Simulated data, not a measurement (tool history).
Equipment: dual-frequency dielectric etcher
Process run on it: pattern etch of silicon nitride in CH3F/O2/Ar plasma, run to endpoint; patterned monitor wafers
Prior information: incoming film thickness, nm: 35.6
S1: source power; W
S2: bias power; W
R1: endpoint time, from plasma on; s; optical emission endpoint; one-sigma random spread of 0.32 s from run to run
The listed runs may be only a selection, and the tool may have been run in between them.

run	hour	S1	S2	R1
1	0.0	530	69	50.027
2	7.3	440	69	53.004
3	9.0	440	59	55.423
4	13.2	520	65	51.842
5	19.9	570	70	48.913
6	28.4	570	58	51.350
7	30.0	620	62	48.237
8	36.4	650	64	47.964

Run 9 is up next; what results do you expect?
9	39.2	680	67	?

Run 9 gave R1 46.905 s.
